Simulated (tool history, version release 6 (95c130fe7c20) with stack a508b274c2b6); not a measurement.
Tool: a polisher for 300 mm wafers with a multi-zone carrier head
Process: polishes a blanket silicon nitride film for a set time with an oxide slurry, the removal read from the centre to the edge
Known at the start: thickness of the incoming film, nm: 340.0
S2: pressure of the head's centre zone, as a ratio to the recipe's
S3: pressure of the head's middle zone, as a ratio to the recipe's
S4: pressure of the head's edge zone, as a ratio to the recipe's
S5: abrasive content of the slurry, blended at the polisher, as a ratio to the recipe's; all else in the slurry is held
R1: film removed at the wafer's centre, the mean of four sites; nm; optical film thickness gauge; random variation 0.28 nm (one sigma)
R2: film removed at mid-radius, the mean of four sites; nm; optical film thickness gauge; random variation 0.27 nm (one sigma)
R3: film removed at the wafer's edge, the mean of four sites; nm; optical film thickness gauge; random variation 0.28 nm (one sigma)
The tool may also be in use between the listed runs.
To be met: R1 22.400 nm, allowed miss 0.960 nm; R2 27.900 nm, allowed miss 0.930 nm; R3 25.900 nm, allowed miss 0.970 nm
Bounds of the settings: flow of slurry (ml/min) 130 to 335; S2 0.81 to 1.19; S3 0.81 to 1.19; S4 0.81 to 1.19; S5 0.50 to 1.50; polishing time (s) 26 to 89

{"run": 1, "day": 0.0, "flow of slurry (ml/min)": 215, "S2": 1.0, "S3": 1.0, "S4": 1.0, "S5": 1.0, "polishing time (s)": 57, "R1": 28.855, "R2": 33.196, "R3": 32.371}
{"run": 2, "day": 0.146, "flow of slurry (ml/min)": 215, "S2": 1.0, "S3": 1.0, "S4": 1.0, "S5": 1.0, "polishing time (s)": 63, "R1": 31.478, "R2": 35.841, "R3": 35.324}
{"run": 3, "day": 0.433, "flow of slurry (ml/min)": 215, "S2": 0.97, "S3": 1.0, "S4": 0.96, "S5": 0.85, "polishing time (s)": 62, "R1": 28.706, "R2": 32.389, "R3": 32.521}
{"run": 4, "day": 0.592, "flow of slurry (ml/min)": 215, "S2": 0.97, "S3": 1.0, "S4": 1.01, "S5": 0.85, "polishing time (s)": 62, "R1": 28.359, "R2": 32.704, "R3": 33.101}
{"run": 5, "day": 0.733, "flow of slurry (ml/min)": 215, "S2": 0.95, "S3": 1.03, "S4": 0.98, "S5": 0.75, "polishing time (s)": 61, "R1": 26.496, "R2": 31.999, "R3": 31.25}
{"run": 6, "day": 0.804, "flow of slurry (ml/min)": 215, "S2": 1.02, "S3": 1.03, "S4": 0.98, "S5": 0.75, "polishing time (s)": 61, "R1": 27.598, "R2": 31.816, "R3": 30.883}
{"day": 0.833, "done": "centre zone pressure recalibrated"}
{"run": 7, "day": 0.833, "flow of slurry (ml/min)": 210, "S2": 1.0, "S3": 1.05, "S4": 0.96, "S5": 0.65, "polishing time (s)": 60, "R1": 27.916, "R2": 30.437, "R3": 28.352}
{"run": 8, "day": 0.933, "flow of slurry (ml/min)": 215, "S2": 0.96, "S3": 1.06, "S4": 0.96, "S5": 0.6, "polishing time (s)": 59, "R1": 25.531, "R2": 28.661, "R3": 26.905}
{"run": 9, "day": 1.125, "flow of slurry (ml/min)": 215, "S2": 0.92, "S3": 1.07, "S4": 0.97, "S5": 0.6, "polishing time (s)": 59, "R1": 25.11, "R2": 29.288, "R3": 26.955}
{"run": 10, "day": 1.233, "flow of slurry (ml/min)": 210, "S2": 0.89, "S3": 1.07, "S4": 0.98, "S5": 0.6, "polishing time (s)": 59, "R1": 24.516, "R2": 29.105, "R3": 26.929}
{"run": 11, "day": 1.3, "flow of slurry (ml/min)": 210, "S2": 0.87, "S3": 1.07, "S4": 0.99, "S5": 0.6, "polishing time (s)": 59, "R1": 23.245, "R2": 29.114, "R3": 27.338}
{"run": 12, "day": 1.458, "flow of slurry (ml/min)": 205, "S2": 0.86, "S3": 1.07, "S4": 0.98, "S5": 0.6, "polishing time (s)": 59, "R1": 23.011, "R2": 28.642, "R3": 26.676}
{"run": 13, "day": 1.721, "flow of slurry (ml/min)": 200, "S2": 0.86, "S3": 1.07, "S4": 0.97, "S5": 0.6, "polishing time (s)": 59, "R1": 22.367, "R2": 28.977, "R3": 27.022}
{"run": 14, "day": 1.962, "flow of slurry (ml/min)": 200, "S2": 0.86, "S3": 1.07, "S4": 0.96, "S5": 0.6, "polishing time (s)": 59, "R1": 23.338, "R2": 28.688, "R3": 26.651}

5 next moves are on the table. One of them brings every result within its allowed miss. Which?
{"run": "A", "day": 2.204, "flow of slurry (ml/min)": 270, "S2": 0.81, "S3": 1.07, "S4": 1.01, "S5": 0.7, "polishing time (s)": 56, "R1": "?", "R2": "?", "R3": "?"}
{"run": "B", "day": 2.204, "flow of slurry (ml/min)": 240, "S2": 0.84, "S3": 1.08, "S4": 0.85, "S5": 0.8, "polishing time (s)": 54, "R1": "?", "R2": "?", "R3": "?"}
{"run": "C", "day": 2.204, "flow of slurry (ml/min)": 230, "S2": 0.95, "S3": 1.01, "S4": 0.87, "S5": 0.6, "polishing time (s)": 58, "R1": "?", "R2": "?", "R3": "?"}
{"run": "D", "day": 2.204, "flow of slurry (ml/min)": 190, "S2": 0.87, "S3": 1.08, "S4": 0.98, "S5": 0.65, "polishing time (s)": 56, "R1": "?", "R2": "?", "R3": "?"}
{"run": "E", "day": 2.204, "flow of slurry (ml/min)": 220, "S2": 0.92, "S3": 1.04, "S4": 0.9, "S5": 0.5, "polishing time (s)": 67, "R1": "?", "R2": "?", "R3": "?"}

move=A R1=22.990 R2=30.277 R3=28.700
move=B R1=23.873 R2=30.595 R3=26.633
move=C R1=25.741 R2=27.538 R3=25.717
move=D R1=22.800 R2=28.300 R3=26.533
move=E R1=26.588 R2=30.136 R3=27.907
A: brings the result that was furthest off to its target, and leaves another outside
B: further off than the last run
C: further off than the last run
D: meets every target
E: further off than the last run
Move D is the one to make.

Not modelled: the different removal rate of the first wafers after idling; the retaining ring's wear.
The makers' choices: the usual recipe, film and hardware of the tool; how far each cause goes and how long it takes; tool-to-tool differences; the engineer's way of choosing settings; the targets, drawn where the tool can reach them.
